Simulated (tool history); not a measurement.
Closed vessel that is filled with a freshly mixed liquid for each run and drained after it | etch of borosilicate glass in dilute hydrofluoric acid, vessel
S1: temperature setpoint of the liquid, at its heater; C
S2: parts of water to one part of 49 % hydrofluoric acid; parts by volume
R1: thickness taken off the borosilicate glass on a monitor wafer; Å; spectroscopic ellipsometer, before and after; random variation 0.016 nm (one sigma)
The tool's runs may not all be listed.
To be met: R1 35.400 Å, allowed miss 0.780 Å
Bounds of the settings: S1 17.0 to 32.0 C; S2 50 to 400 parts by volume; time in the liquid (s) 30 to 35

Run 1, hour 0.0: S1 24.0 C, S2 225 parts by volume, time in the liquid (s) 35. Result: R1 61.395 Å.
Run 2, hour 4.9: S1 24.0 C, S2 275 parts by volume, time in the liquid (s) 35. Result: R1 47.963 Å.
Run 3, hour 12.2: S1 22.5 C, S2 280 parts by volume, time in the liquid (s) 35. Result: R1 44.453 Å.
Run 4, hour 13.3: S1 21.5 C, S2 285 parts by volume, time in the liquid (s) 35. Result: R1 42.010 Å.
Run 5, hour 16.3: S1 21.5 C, S2 285 parts by volume, time in the liquid (s) 35. Result: R1 41.861 Å.
Run 6, hour 21.4: S1 25.0 C, S2 285 parts by volume, time in the liquid (s) 35. Result: R1 47.448 Å.
Run 7, hour 26.0: S1 23.5 C, S2 285 parts by volume, time in the liquid (s) 35. Result: R1 45.068 Å.
Run 8, hour 29.0: S1 22.0 C, S2 285 parts by volume, time in the liquid (s) 35. Result: R1 42.951 Å.
At hour 37.5: hydrofluoric acid flow meter replaced.
Run 9, hour 37.5: S1 21.0 C, S2 285 parts by volume, time in the liquid (s) 35. Result: R1 38.231 Å.
Run 10, hour 38.2: S1 20.5 C, S2 285 parts by volume, time in the liquid (s) 35. Result: R1 37.985 Å.

Which of these 4 next moves meets every target?
Run A, hour 38.9: S1 17.0 C, S2 245 parts by volume, time in the liquid (s) 30. Result: R1 ?.
Run B, hour 38.9: S1 18.0 C, S2 215 parts by volume, time in the liquid (s) 30. Result: R1 ?.
Run C, hour 38.9: S1 19.0 C, S2 275 parts by volume, time in the liquid (s) 35. Result: R1 ?.
Run D, hour 38.9: S1 23.5 C, S2 325 parts by volume, time in the liquid (s) 35. Result: R1 ?.

move      R1
   A  33.940
   B  41.315
   C  37.082
   D  35.233
A: takes the result that was furthest off past its target
B: further off than the last run
C: nearer than the last run, and not there yet
D: meets every target
Answer: D
